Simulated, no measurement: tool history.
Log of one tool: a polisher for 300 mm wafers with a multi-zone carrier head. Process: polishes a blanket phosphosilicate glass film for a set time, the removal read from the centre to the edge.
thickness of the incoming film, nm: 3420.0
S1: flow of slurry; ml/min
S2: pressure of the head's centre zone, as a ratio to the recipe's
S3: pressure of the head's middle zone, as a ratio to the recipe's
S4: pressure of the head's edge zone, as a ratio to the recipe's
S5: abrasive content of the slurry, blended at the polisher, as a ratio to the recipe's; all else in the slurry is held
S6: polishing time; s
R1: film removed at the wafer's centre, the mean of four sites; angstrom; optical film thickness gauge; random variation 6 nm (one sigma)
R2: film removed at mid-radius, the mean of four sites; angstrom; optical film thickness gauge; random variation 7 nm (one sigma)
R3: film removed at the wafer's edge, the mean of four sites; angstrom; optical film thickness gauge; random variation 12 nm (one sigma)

| run | day | S1 | S2 | S3 | S4 | S5 | S6 | R1 | R2 | R3 |
|---|---|---|---|---|---|---|---|---|---|---|
| 1 | 0 | 300 | 1 | 1 | 1 | 1 | 77 | 9621.2 | 9670.5 | 9962 |
| 2 | 0.162 | 300 | 1.01 | 1.01 | 0.94 | 0.9 | 77 | 9126.8 | 9242.7 | 9183.4 |
| 3 | 0.312 | 300 | 1.01 | 1.01 | 0.94 | 1.05 | 77 | 9946.5 | 9979.9 | 9628.1 |
| 4 | 0.496 | 300 | 1.01 | 1.01 | 0.9 | 1 | 76 | 9615.7 | 9594.4 | 9352.5 |
| 5 | 0.733 | 300 | 1.03 | 1.03 | 0.87 | 0.95 | 75 | 9364.3 | 9134.1 | 8611.2 |
| 6 | 0.775 | 290 | 1.03 | 1.04 | 0.85 | 0.95 | 75 | 9391.2 | 9404.1 | 8692.5 |
|  | 0.896 | edge zone pressure recalibrated |
| 7 | 0.896 | 300 | 1.03 | 1.05 | 0.84 | 0.9 | 75 | 9062.9 | 9224.2 | 8083.4 |

Run 8 comes next. What will it give?
| 8 | 1.071 | 300 | 1.03 | 1.04 | 0.84 | 0.9 | 75 | ? | ? | ? |

{"run 8": {"R1": 8949, "R2": 8921.4, "R3": 7963.1}}

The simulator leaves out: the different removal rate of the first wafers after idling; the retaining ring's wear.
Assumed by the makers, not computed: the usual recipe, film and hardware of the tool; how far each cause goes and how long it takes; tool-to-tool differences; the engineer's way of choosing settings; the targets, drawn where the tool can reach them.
